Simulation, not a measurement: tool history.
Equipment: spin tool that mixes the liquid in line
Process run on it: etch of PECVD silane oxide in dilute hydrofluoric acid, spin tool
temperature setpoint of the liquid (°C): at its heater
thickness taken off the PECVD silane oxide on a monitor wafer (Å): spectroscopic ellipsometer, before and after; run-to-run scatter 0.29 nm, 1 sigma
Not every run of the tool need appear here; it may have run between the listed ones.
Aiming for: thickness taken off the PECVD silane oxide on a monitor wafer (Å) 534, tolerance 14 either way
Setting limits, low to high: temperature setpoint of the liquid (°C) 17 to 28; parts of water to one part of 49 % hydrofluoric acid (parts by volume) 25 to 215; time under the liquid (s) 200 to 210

run  hour  temperature setpoint of the liquid (°C)  parts of water to one part of 49 % hydrofluoric acid (parts by volume)  time under the liquid (s)  thickness taken off the PECVD silane oxide on a monitor wafer (Å)
  1     0                                       20                                                                     120                        200                                                             715.91
  2     2                                       20                                                                      90                        200                                                             989.31
  3   3.4                                       20                                                                      90                        200                                                             995.14
  4   7.2                                     19.5                                                                     100                        200                                                             855.75
  5   9.5                                       19                                                                     105                        200                                                             796.04
  6  15.8                                       19                                                                     105                        200                                                             798.39
  7  24.4                                     18.5                                                                     110                        200                                                             739.02
  8    33                                       18                                                                     115                        200                                                             695.09
  9  37.1                                       18                                                                     120                        200                                                             658.97
 10  39.7                                       18                                                                     125                        200                                                             630.46
 11  46.4                                     17.5                                                                     135                        200                                                             565.42
 12    47                                       17                                                                     135                        200                                                             559.63

Which single option among these 5 for the next run brings every result within its allowed miss of target? Just one does.
  A  47.6                                     17.5                                                                     135                        200                                                                  ?
  B  47.6                                       17                                                                     130                        200                                                                  ?
  C  47.6                                       18                                                                     145                        210                                                                  ?
  D  47.6                                       17                                                                     140                        200                                                                  ?
  E  47.6                                       18                                                                     150                        200                                                                  ?

move  thickness taken off the PECVD silane oxide on a monitor wafer (Å)
   A                                                             569.45
   B                                                             582.17
   C                                                             562.55
   D                                                             535.26
   E                                                             515.33
A: misses by more than the last run did
B: misses by more than the last run did
C: misses by more than the last run did
D: all results land within tolerance of their targets
E: moves the result that the last run missed by most past its target, out the other side
Answer: D
